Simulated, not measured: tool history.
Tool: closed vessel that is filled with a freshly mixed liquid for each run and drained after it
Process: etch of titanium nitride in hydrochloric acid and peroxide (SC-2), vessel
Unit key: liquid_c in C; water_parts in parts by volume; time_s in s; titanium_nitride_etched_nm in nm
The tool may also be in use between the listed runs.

Run 1, hour 0: liquid_c 60 C, water_parts 10 parts by volume, time_s 305 s. Result: titanium_nitride_etched_nm 16.674 nm.
Run 2, hour 5.2: liquid_c 58 C, water_parts 10 parts by volume, time_s 305 s. Result: titanium_nitride_etched_nm 14.608 nm.
Run 3, hour 11.1: liquid_c 56.5 C, water_parts 10 parts by volume, time_s 305 s. Result: titanium_nitride_etched_nm 13.338 nm.
Run 4, hour 15: liquid_c 56.5 C, water_parts 10 parts by volume, time_s 240 s. Result: titanium_nitride_etched_nm 10.465 nm.
Run 5, hour 17.8: liquid_c 56 C, water_parts 10 parts by volume, time_s 240 s. Result: titanium_nitride_etched_nm 10.141 nm.
Run 6, hour 26.6: liquid_c 55.5 C, water_parts 10 parts by volume, time_s 240 s. Result: titanium_nitride_etched_nm 9.8316 nm.
Run 7, hour 28.7: liquid_c 55 C, water_parts 10 parts by volume, time_s 240 s. Result: titanium_nitride_etched_nm 9.4842 nm.
Run 8, hour 34.6: liquid_c 54.5 C, water_parts 10 parts by volume, time_s 240 s. Result: titanium_nitride_etched_nm 9.1989 nm.

Predict the results of run 9:
At hour 37.9: chemicals flow meter replaced.
Run 9, hour 37.9: liquid_c 50 C, water_parts 10 parts by volume, time_s 240 s. Result: titanium_nitride_etched_nm ?.

{"run 9": {"titanium_nitride_etched_nm": 7.5412}}
